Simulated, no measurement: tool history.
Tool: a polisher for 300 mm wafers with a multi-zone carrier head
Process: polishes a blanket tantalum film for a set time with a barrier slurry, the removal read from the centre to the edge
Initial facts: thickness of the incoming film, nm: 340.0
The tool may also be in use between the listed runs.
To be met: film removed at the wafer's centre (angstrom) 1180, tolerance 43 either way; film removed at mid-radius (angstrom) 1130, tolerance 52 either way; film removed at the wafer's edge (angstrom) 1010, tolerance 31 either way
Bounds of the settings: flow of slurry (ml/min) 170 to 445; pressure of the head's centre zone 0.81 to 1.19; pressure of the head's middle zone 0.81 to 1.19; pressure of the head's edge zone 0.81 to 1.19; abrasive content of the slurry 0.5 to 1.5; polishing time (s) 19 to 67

run	day	flow of slurry (ml/min)	pressure of the head's centre zone	pressure of the head's middle zone	pressure of the head's edge zone	abrasive content of the slurry	polishing time (s)	film removed at the wafer's centre (angstrom)	film removed at mid-radius (angstrom)	film removed at the wafer's edge (angstrom)
1	0	285	1	1	1	1	43	829.18	841.17	831.15
2	0.154	295	1.04	1.03	1.02	1.1	43	900.14	892.78	880.89
3	0.242	305	1.07	1.07	1.02	1.15	43	947.69	952.66	890.56
4	0.375	305	1.07	1.12	1.02	1.15	43	934.61	975.67	894.42
5	0.679	305	1.07	1.19	1.02	1.15	43	951.42	1030.5	880.19
6	1.05	305	1.07	1.19	1.06	1.15	43	963.15	986.29	910.41
7	1.229	315	1.1	1.19	1.06	1.2	43	1006.4	1021.2	924.71
8	1.4	320	1.12	1.19	1.06	1.25	43	1017.5	1040.2	911.51
9	1.592	320	1.14	1.19	1.08	1.3	43	1056.3	1079.7	963.39
10	1.842	335	1.15	1.18	1.08	1.3	44	1088.4	1082.9	985.01
11	1.875	335	1.16	1.17	1.07	1.3	45	1151.3	1116.5	990.69

4 candidate next runs follow, results not yet known. Just one meets every target within its allowed miss. Identify it.
A	1.908	315	1.19	1.18	1.09	1.25	46	?	?	?
B	1.908	430	1.05	1.09	1	1.45	44	?	?	?
C	1.908	335	1.15	1.17	1.06	1.1	46	?	?	?
D	1.908	420	1.19	1.17	0.96	1.35	44	?	?	?

move	film removed at the wafer's centre (angstrom)	film removed at mid-radius (angstrom)	film removed at the wafer's edge (angstrom)
A	1158	1096.8	996.66
B	1056.2	1069.8	980.89
C	1086.2	1057.6	952.69
D	1174.5	1101.7	944.27
A: meets every target
B: further off than the last run
C: further off than the last run
D: the furthest-off result lands on target, but another misses its tolerance
Go with A: it meets all targets.
